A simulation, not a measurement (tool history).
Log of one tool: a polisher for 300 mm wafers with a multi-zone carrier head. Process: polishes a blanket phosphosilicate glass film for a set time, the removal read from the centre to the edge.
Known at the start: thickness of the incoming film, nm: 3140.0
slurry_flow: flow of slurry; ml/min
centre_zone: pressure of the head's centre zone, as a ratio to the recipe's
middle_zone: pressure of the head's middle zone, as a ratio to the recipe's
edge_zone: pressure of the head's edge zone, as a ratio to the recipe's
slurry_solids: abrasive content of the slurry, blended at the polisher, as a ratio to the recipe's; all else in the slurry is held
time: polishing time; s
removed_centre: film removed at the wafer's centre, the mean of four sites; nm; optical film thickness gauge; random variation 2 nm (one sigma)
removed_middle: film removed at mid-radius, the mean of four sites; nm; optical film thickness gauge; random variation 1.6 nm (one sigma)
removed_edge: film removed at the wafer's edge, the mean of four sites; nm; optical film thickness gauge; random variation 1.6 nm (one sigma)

{"run": 1, "hour": 0.0, "slurry_flow": 305, "centre_zone": 1, "middle_zone": 1, "edge_zone": 1, "slurry_solids": 1, "time": 54, "removed_centre": 380.69, "removed_middle": 384.34, "removed_edge": 388.26}
{"run": 2, "hour": 1.6, "slurry_flow": 305, "centre_zone": 1, "middle_zone": 0.93, "edge_zone": 1, "slurry_solids": 1, "time": 54, "removed_centre": 386.31, "removed_middle": 365.13, "removed_edge": 387.43}
{"run": 3, "hour": 4.1, "slurry_flow": 305, "centre_zone": 1, "middle_zone": 0.98, "edge_zone": 1, "slurry_solids": 1, "time": 54, "removed_centre": 382.79, "removed_middle": 375.95, "removed_edge": 383.59}
{"run": 4, "hour": 5.0, "slurry_flow": 305, "centre_zone": 1, "middle_zone": 0.96, "edge_zone": 0.97, "slurry_solids": 0.9, "time": 51, "removed_centre": 346.68, "removed_middle": 327.72, "removed_edge": 344.24}
{"run": 5, "hour": 8.8, "slurry_flow": 310, "centre_zone": 1.01, "middle_zone": 0.98, "edge_zone": 0.94, "slurry_solids": 0.8, "time": 49, "removed_centre": 319.63, "removed_middle": 306.31, "removed_edge": 310.73}
{"run": 6, "hour": 14.1, "slurry_flow": 310, "centre_zone": 0.94, "middle_zone": 0.98, "edge_zone": 0.94, "slurry_solids": 0.8, "time": 49, "removed_centre": 295.52, "removed_middle": 308.44, "removed_edge": 308.6}
{"run": 7, "hour": 20.9, "slurry_flow": 315, "centre_zone": 0.96, "middle_zone": 0.97, "edge_zone": 0.92, "slurry_solids": 0.75, "time": 48, "removed_centre": 287.73, "removed_middle": 288.76, "removed_edge": 293.2}
{"run": 8, "hour": 27.2, "slurry_flow": 315, "centre_zone": 0.98, "middle_zone": 0.97, "edge_zone": 0.9, "slurry_solids": 0.7, "time": 47, "removed_centre": 280, "removed_middle": 276.81, "removed_edge": 272.88}
{"run": 9, "hour": 30.9, "slurry_flow": 310, "centre_zone": 0.98, "middle_zone": 0.95, "edge_zone": 0.88, "slurry_solids": 0.65, "time": 47, "removed_centre": 268.8, "removed_middle": 258.79, "removed_edge": 258.37}
{"run": 10, "hour": 35.7, "slurry_flow": 295, "centre_zone": 0.98, "middle_zone": 0.94, "edge_zone": 0.87, "slurry_solids": 0.65, "time": 47, "removed_centre": 271.64, "removed_middle": 256.28, "removed_edge": 258.1}
{"run": 11, "hour": 37.9, "slurry_flow": 295, "centre_zone": 0.98, "middle_zone": 0.94, "edge_zone": 0.87, "slurry_solids": 0.65, "time": 47, "removed_centre": 266.26, "removed_middle": 256.27, "removed_edge": 256.45}
{"run": 12, "hour": 44.6, "slurry_flow": 285, "centre_zone": 0.99, "middle_zone": 0.93, "edge_zone": 0.86, "slurry_solids": 0.65, "time": 47, "removed_centre": 269.29, "removed_middle": 253.92, "removed_edge": 256.72}
{"run": 13, "hour": 51.4, "slurry_flow": 295, "centre_zone": 0.99, "middle_zone": 0.92, "edge_zone": 0.85, "slurry_solids": 0.6, "time": 47, "removed_centre": 256.75, "removed_middle": 243.93, "removed_edge": 244.14}
{"run": 14, "hour": 51.9, "slurry_flow": 300, "centre_zone": 1, "middle_zone": 0.91, "edge_zone": 0.84, "slurry_solids": 0.6, "time": 47, "removed_centre": 262.44, "removed_middle": 242.71, "removed_edge": 244.62}
{"run": 15, "hour": 56.7, "slurry_flow": 295, "centre_zone": 1, "middle_zone": 0.9, "edge_zone": 0.83, "slurry_solids": 0.6, "time": 47, "removed_centre": 260.99, "removed_middle": 238.58, "removed_edge": 244.48}
{"run": 16, "hour": 64.9, "slurry_flow": 290, "centre_zone": 1.01, "middle_zone": 0.9, "edge_zone": 0.83, "slurry_solids": 0.6, "time": 47, "removed_centre": 264.19, "removed_middle": 241.47, "removed_edge": 245.51}
{"run": 17, "hour": 66.8, "slurry_flow": 280, "centre_zone": 1.04, "middle_zone": 0.89, "edge_zone": 0.81, "slurry_solids": 0.5, "time": 44, "removed_centre": 231.45, "removed_middle": 201.55, "removed_edge": 204.11}
{"run": 18, "hour": 70.0, "slurry_flow": 305, "centre_zone": 1.04, "middle_zone": 0.89, "edge_zone": 0.82, "slurry_solids": 0.5, "time": 44, "removed_centre": 233.31, "removed_middle": 203.41, "removed_edge": 203.43}
{"run": 19, "hour": 78.4, "slurry_flow": 300, "centre_zone": 1.04, "middle_zone": 0.9, "edge_zone": 0.83, "slurry_solids": 0.5, "time": 44, "removed_centre": 231.64, "removed_middle": 201.81, "removed_edge": 209.61}

The next listed run, before its measurement:
{"run": 20, "hour": 83.0, "slurry_flow": 300, "centre_zone": 1.04, "middle_zone": 0.91, "edge_zone": 0.84, "slurry_solids": 0.5, "time": 44, "removed_centre": "?", "removed_middle": "?", "removed_edge": "?"}

{"run 20": {"removed_centre": 234.66, "removed_middle": 206.82, "removed_edge": 211.16}}
